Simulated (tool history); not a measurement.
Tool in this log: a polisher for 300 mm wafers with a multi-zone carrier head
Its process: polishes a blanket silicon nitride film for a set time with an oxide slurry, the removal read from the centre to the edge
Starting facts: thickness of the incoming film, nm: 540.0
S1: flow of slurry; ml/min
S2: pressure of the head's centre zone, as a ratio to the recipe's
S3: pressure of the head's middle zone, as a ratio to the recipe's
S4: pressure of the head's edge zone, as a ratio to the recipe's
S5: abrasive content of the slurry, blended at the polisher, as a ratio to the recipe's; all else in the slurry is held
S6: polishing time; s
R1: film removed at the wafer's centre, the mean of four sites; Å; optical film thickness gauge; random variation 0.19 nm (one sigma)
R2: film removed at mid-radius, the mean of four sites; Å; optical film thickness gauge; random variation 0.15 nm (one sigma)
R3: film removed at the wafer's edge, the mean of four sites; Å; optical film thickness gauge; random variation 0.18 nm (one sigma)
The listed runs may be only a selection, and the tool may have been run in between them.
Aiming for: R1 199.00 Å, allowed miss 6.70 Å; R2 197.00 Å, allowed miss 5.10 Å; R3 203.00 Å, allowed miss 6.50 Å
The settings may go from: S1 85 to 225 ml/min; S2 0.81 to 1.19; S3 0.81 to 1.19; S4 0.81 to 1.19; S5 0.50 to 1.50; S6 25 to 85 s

Run 1, hour 0.0: S1 145 ml/min, S2 1.00, S3 1.00, S4 1.00, S5 1.00, S6 55 s. Result: R1 284.61 Å, R2 290.44 Å, R3 287.57 Å.
Run 2, hour 5.7: S1 145 ml/min, S2 1.00, S3 1.00, S4 0.94, S5 1.00, S6 55 s. Result: R1 288.97 Å, R2 284.50 Å, R3 284.25 Å.
Run 3, hour 13.4: S1 125 ml/min, S2 1.00, S3 1.00, S4 0.94, S5 1.00, S6 55 s. Result: R1 278.14 Å, R2 278.30 Å, R3 280.08 Å.
Run 4, hour 14.0: S1 125 ml/min, S2 1.00, S3 1.00, S4 0.94, S5 1.20, S6 55 s. Result: R1 305.33 Å, R2 301.26 Å, R3 304.96 Å.
Run 5, hour 15.7: S1 125 ml/min, S2 1.00, S3 1.00, S4 0.94, S5 1.30, S6 55 s. Result: R1 310.45 Å, R2 313.63 Å, R3 310.56 Å.
Run 6, hour 16.8: S1 125 ml/min, S2 1.00, S3 1.00, S4 0.86, S5 1.30, S6 55 s. Result: R1 307.92 Å, R2 308.93 Å, R3 306.33 Å.
Run 7, hour 19.5: S1 130 ml/min, S2 0.99, S3 0.99, S4 0.86, S5 1.05, S6 53 s. Result: R1 273.74 Å, R2 269.83 Å, R3 270.78 Å.
Run 8, hour 21.0: S1 135 ml/min, S2 0.98, S3 0.98, S4 0.86, S5 0.85, S6 51 s. Result: R1 239.53 Å, R2 238.85 Å, R3 236.83 Å.
Run 9, hour 24.6: S1 130 ml/min, S2 0.97, S3 0.96, S4 0.85, S5 0.75, S6 51 s. Result: R1 219.92 Å, R2 219.70 Å, R3 222.70 Å.
Run 10, hour 27.9: S1 95 ml/min, S2 0.97, S3 0.93, S4 0.81, S5 0.65, S6 51 s. Result: R1 187.06 Å, R2 184.26 Å, R3 192.28 Å.
Run 11, hour 32.2: S1 105 ml/min, S2 0.97, S3 0.93, S4 0.82, S5 0.65, S6 51 s. Result: R1 195.99 Å, R2 189.22 Å, R3 196.90 Å.
Run 12, hour 32.9: S1 110 ml/min, S2 0.96, S3 0.93, S4 0.82, S5 0.65, S6 51 s. Result: R1 193.00 Å, R2 190.41 Å, R3 200.54 Å.
Run 13, hour 36.3: S1 115 ml/min, S2 0.96, S3 0.93, S4 0.82, S5 0.65, S6 51 s. Result: R1 196.03 Å, R2 192.85 Å, R3 196.94 Å.
Run 14, hour 40.3: S1 115 ml/min, S2 0.96, S3 0.93, S4 0.84, S5 0.65, S6 51 s. Result: R1 196.29 Å, R2 192.34 Å, R3 200.85 Å.
Run 15, hour 46.2: S1 115 ml/min, S2 0.96, S3 0.93, S4 0.84, S5 0.65, S6 51 s. Result: R1 197.38 Å, R2 192.41 Å, R3 199.90 Å.

Of the 5 settings listed for the next run, only one would bring every result within its allowed miss of target. Which one?
Run A, hour 52.1: S1 115 ml/min, S2 0.99, S3 0.91, S4 0.89, S5 0.65, S6 50 s. Result: R1 ?, R2 ?, R3 ?.
Run B, hour 52.1: S1 110 ml/min, S2 1.02, S3 0.92, S4 0.81, S5 0.65, S6 50 s. Result: R1 ?, R2 ?, R3 ?.
Run C, hour 52.1: S1 150 ml/min, S2 0.98, S3 0.90, S4 0.81, S5 0.65, S6 48 s. Result: R1 ?, R2 ?, R3 ?.
Run D, hour 52.1: S1 120 ml/min, S2 0.95, S3 0.94, S4 0.83, S5 0.60, S6 54 s. Result: R1 ?, R2 ?, R3 ?.
Run E, hour 52.1: S1 135 ml/min, S2 0.90, S3 0.88, S4 0.95, S5 0.70, S6 50 s. Result: R1 ?, R2 ?, R3 ?.

move      R1      R2      R3
   A  196.32  184.45  196.65
   B  198.16  184.38  191.12
   C  198.23  184.52  191.40
   D  199.25  197.40  200.88
   E  198.99  192.81  212.82
A: its largest miss is bigger than the last run's
B: its largest miss is bigger than the last run's
C: its largest miss is bigger than the last run's
D: hits every target within its allowed miss
E: the furthest-off result lands on target, but another misses its tolerance
Go with D: it meets all targets.

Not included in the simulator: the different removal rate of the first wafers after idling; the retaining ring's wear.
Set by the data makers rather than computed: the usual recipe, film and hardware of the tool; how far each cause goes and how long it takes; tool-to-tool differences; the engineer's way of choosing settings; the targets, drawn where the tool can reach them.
